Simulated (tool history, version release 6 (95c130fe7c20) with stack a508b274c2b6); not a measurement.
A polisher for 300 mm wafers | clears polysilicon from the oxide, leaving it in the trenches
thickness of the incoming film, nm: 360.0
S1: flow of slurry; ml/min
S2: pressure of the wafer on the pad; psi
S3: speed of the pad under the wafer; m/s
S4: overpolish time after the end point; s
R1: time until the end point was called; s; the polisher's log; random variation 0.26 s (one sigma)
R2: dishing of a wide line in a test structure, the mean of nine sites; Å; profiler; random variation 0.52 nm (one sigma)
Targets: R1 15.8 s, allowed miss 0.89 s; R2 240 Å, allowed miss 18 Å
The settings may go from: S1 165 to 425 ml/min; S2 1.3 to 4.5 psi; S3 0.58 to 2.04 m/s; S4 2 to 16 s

run    day   S1   S2    S3  S4      R1      R2
  1      0  275  2.9   1.3   8  17.439  357.72
  2  0.092  275  2.9   1.3   7  17.635  360.01
  3  0.146  275  2.9   1.3   4  17.028  308.58
  4  0.496  275    3   1.3   3  16.729  298.45
  5  0.533  275  3.1  1.28   3  16.651  283.47
  6  0.575  275  3.2  1.24   3  16.491  287.86
  7  0.942  275  3.4  1.18   3  16.414  299.48
  8  1.054  265  3.2  1.28   3  16.133  286.03
  9  1.092  250  3.2  1.28   3  16.142  291.46
 10  1.125  235  3.2  1.28   3  15.667  292.11

5 next moves are on the table. One of them brings every result within its allowed miss. Which?
  A  1.158  215  2.5  1.66   2   ?   ?
  B  1.158  270  2.9  1.52   9   ?   ?
  C  1.158  200  4.2  1.16   7   ?   ?
  D  1.158  245  3.7  1.24   7   ?   ?
  E  1.158  200  3.3  1.28   6   ?   ?

move      R1      R2
   A  16.059  233.27
   B   14.81  365.91
   C  13.848  362.36
   D  14.373  361.35
   E  15.932  350.85
A: meets every target
B: further off than the last run
C: further off than the last run
D: further off than the last run
E: further off than the last run
The right move is A.
